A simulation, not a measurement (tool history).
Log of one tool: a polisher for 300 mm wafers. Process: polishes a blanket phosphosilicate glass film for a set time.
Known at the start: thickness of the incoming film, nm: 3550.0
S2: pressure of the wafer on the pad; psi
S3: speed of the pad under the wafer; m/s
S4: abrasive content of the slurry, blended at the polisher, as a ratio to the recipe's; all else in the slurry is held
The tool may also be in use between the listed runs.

{"run": 1, "day": 0.0, "flow of slurry (ml/min)": 285, "S2": 4.2, "S3": 1.16, "S4": 1, "polishing time (s)": 38, "film removed (Å)": 4676.1}
{"run": 2, "day": 0.35, "flow of slurry (ml/min)": 285, "S2": 3.9, "S3": 1.14, "S4": 1, "polishing time (s)": 38, "film removed (Å)": 4431.1}
{"run": 3, "day": 0.488, "flow of slurry (ml/min)": 285, "S2": 3.6, "S3": 1.1, "S4": 1, "polishing time (s)": 38, "film removed (Å)": 4003.7}
{"run": 4, "day": 0.725, "flow of slurry (ml/min)": 215, "S2": 3.6, "S3": 1.1, "S4": 1, "polishing time (s)": 38, "film removed (Å)": 3907.6}
{"run": 5, "day": 0.988, "flow of slurry (ml/min)": 215, "S2": 3.4, "S3": 1.08, "S4": 1, "polishing time (s)": 38, "film removed (Å)": 3692.1}
{"run": 6, "day": 1.142, "flow of slurry (ml/min)": 215, "S2": 3.4, "S3": 1.08, "S4": 1, "polishing time (s)": 35, "film removed (Å)": 3315.6}
{"run": 7, "day": 1.346, "flow of slurry (ml/min)": 215, "S2": 3.2, "S3": 1.08, "S4": 1, "polishing time (s)": 35, "film removed (Å)": 3230.6}
{"run": 8, "day": 1.517, "flow of slurry (ml/min)": 215, "S2": 3.1, "S3": 1.08, "S4": 1, "polishing time (s)": 35, "film removed (Å)": 3238.6}

Run 9 comes next. What will it give?
{"run": 9, "day": 1.638, "flow of slurry (ml/min)": 215, "S2": 2.9, "S3": 1.08, "S4": 1, "polishing time (s)": 35, "film removed (Å)": "?"}

film removed (Å): 3066.3

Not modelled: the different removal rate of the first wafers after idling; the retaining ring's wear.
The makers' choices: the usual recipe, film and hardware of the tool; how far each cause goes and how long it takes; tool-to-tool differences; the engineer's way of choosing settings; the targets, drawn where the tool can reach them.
